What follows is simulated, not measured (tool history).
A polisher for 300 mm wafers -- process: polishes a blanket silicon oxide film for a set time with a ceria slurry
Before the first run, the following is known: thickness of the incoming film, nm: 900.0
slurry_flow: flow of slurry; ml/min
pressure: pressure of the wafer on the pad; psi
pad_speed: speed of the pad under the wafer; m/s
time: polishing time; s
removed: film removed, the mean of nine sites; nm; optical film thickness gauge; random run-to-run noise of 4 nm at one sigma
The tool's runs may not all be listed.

| run | hour | slurry_flow | pressure | pad_speed | time | removed |
|---|---|---|---|---|---|---|
| 1 | 0 | 305 | 3.9 | 1.4 | 57 | 424.01 |
| 2 | 3.3 | 305 | 3.9 | 1.4 | 57 | 430.01 |
| 3 | 9.5 | 305 | 4.1 | 1.4 | 57 | 450.27 |
| 4 | 12.9 | 305 | 4.2 | 1.4 | 57 | 453.95 |
| 5 | 17.4 | 255 | 4.2 | 1.4 | 57 | 447.28 |
| 6 | 24.3 | 255 | 4.2 | 1.1 | 57 | 357.37 |
| 7 | 33 | 270 | 4.6 | 1.1 | 57 | 376.88 |
| 8 | 35.4 | 270 | 5 | 1.12 | 57 | 402.86 |

Expected results for the next run?
| 9 | 43.4 | 270 | 5.3 | 1.14 | 57 | ? |

{"run 9": {"removed": 429.25}}

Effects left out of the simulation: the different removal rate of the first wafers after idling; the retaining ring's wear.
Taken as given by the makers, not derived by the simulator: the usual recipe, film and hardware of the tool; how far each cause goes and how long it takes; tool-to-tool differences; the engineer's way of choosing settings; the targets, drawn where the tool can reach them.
